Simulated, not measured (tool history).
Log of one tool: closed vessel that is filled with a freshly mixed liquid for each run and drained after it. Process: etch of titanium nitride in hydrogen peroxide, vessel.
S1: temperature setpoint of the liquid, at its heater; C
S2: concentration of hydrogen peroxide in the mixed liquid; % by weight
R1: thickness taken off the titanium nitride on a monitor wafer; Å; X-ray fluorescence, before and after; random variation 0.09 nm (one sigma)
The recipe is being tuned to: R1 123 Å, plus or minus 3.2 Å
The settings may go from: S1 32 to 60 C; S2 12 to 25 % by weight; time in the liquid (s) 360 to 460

{"run": 1, "hour": 0.0, "S1": 44, "S2": 17, "time in the liquid (s)": 460, "R1": 96.662}
{"run": 2, "hour": 1.2, "S1": 45, "S2": 17, "time in the liquid (s)": 460, "R1": 104.47}
{"run": 3, "hour": 6.1, "S1": 39, "S2": 17, "time in the liquid (s)": 460, "R1": 67.056}
{"run": 4, "hour": 8.1, "S1": 42, "S2": 17, "time in the liquid (s)": 460, "R1": 83.899}
{"run": 5, "hour": 9.7, "S1": 42, "S2": 17, "time in the liquid (s)": 460, "R1": 84.412}
{"run": 6, "hour": 18.9, "S1": 42, "S2": 15, "time in the liquid (s)": 460, "R1": 82.186}
{"run": 7, "hour": 23.4, "S1": 44, "S2": 15, "time in the liquid (s)": 460, "R1": 95.469}
{"run": 8, "hour": 30.3, "S1": 45, "S2": 15, "time in the liquid (s)": 460, "R1": 103.46}
{"run": 9, "hour": 32.7, "S1": 46, "S2": 15, "time in the liquid (s)": 460, "R1": 111.14}

Which of these 5 next moves meets every target?
{"run": "A", "hour": 35.1, "S1": 47.5, "S2": 18, "time in the liquid (s)": 460, "R1": "?"}
{"run": "B", "hour": 35.1, "S1": 47.5, "S2": 15.5, "time in the liquid (s)": 455, "R1": "?"}
{"run": "C", "hour": 35.1, "S1": 48.5, "S2": 15, "time in the liquid (s)": 460, "R1": "?"}
{"run": "D", "hour": 35.1, "S1": 47, "S2": 17.5, "time in the liquid (s)": 430, "R1": "?"}
{"run": "E", "hour": 35.1, "S1": 48, "S2": 16, "time in the liquid (s)": 460, "R1": "?"}

move=A R1=129.57
move=B R1=124.16
move=C R1=134.12
move=D R1=116.05
move=E R1=131.08
A: pushes the last run's worst result past its target
B: hits every target within its allowed miss
C: pushes the last run's worst result past its target
D: nearer the targets than the last run, but a result is still out of spec
E: pushes the last run's worst result past its target
The move that meets every target is B.
